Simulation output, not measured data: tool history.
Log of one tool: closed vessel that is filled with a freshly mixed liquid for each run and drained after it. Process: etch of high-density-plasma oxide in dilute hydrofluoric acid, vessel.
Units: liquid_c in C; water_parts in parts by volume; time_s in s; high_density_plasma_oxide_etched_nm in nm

run	hour	liquid_c	water_parts	time_s	high_density_plasma_oxide_etched_nm
1	0	22	275	145	2.3247
2	3.6	22	330	145	1.86
3	5.4	23	295	145	2.1862
4	6.9	24	260	145	2.6605
5	7.9	24	260	105	1.9265
6	14.3	23	230	110	2.2677
7	23.7	27	120	115	5.9546

Forecast run 8:
8	25.8	28	120	115	?

{"run 8": {"high_density_plasma_oxide_etched_nm": 6.2314}}
